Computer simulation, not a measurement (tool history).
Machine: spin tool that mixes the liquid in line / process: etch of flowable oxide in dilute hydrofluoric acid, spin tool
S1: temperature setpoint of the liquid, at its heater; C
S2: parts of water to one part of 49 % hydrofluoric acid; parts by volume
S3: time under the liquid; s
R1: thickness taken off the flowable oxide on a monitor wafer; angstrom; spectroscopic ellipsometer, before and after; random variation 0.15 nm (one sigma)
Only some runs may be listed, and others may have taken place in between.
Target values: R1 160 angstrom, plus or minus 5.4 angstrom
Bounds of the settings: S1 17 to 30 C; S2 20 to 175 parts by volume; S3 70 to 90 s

run	hour	S1	S2	S3	R1
1	0	22	95	90	219.33
2	5.8	21.5	95	90	215.76
3	8.8	21	95	90	209.59
4	12.9	21	75	90	274.42
5	16.1	21	75	90	277.86
6	17.3	20.5	80	90	251.43
7	24.5	20	85	90	231.64
8	31	19.5	85	90	226.17
9	39.5	18	95	90	187.6
10	46.9	17.5	100	90	173.42

Of the 5 settings listed for the next run, only one would bring every result within its allowed miss of target. Which one?
A	54.3	17	80	70	?
B	54.3	21.5	85	70	?
C	54.3	17	75	75	?
D	54.3	17	85	80	?
E	54.3	17	90	75	?

move	R1
A	167.4
B	189.1
C	192.35
D	179.1
E	157.74
A: nearer than the last run, and not there yet
B: moves away from the targets compared with the last run
C: moves away from the targets compared with the last run
D: moves away from the targets compared with the last run
E: every result within its allowed miss
Go with E: it meets all targets.
